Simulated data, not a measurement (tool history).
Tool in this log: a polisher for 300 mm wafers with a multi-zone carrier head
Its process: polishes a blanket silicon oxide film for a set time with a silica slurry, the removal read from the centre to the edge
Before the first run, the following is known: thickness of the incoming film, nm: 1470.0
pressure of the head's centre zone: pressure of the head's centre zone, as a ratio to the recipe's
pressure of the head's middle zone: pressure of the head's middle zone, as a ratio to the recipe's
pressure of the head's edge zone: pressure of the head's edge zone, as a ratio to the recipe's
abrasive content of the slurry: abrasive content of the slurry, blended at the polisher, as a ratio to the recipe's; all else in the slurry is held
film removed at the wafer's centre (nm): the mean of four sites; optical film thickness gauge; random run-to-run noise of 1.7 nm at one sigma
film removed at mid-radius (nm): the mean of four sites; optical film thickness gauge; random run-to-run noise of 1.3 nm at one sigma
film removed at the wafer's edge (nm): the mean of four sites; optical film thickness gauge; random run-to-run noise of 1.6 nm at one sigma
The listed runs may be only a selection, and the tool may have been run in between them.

run    day  flow of slurry (ml/min)  pressure of the head's centre zone  pressure of the head's middle zone  pressure of the head's edge zone  abrasive content of the slurry  polishing time (s)  film removed at the wafer's centre (nm)  film removed at mid-radius (nm)  film removed at the wafer's edge (nm)
  1      0                      190                                   1                                   1                                 1                               1                  36                                    148.5                           144.99                                  150.1
  2  0.171                      190                                   1                                   1                              0.93                               1                  36                                      149                           146.56                                 140.71
  3    0.5                      215                                   1                                   1                              0.93                               1                  36                                   152.13                           147.32                                 149.06
  4  0.825                      215                                   1                                0.97                              0.93                               1                  36                                   150.56                           144.32                                    148
  5  1.125                      215                                1.04                                0.97                              0.93                               1                  36                                    155.1                           142.17                                    146
  6  1.342                      205                                   1                                0.95                              0.93                            0.95                  36                                   147.96                           139.67                                 142.96
  7  1.671                      200                                0.97                                0.93                              0.94                             0.9                  36                                   138.76                           134.44                                 139.05

Forecast run 8:
  8  1.708                      195                                0.95                                0.91                              0.95                             0.9                  36                                        ?                                ?                                      ?

film removed at the wafer's centre (nm): 136.94
film removed at mid-radius (nm): 129.46
film removed at the wafer's edge (nm): 140.25
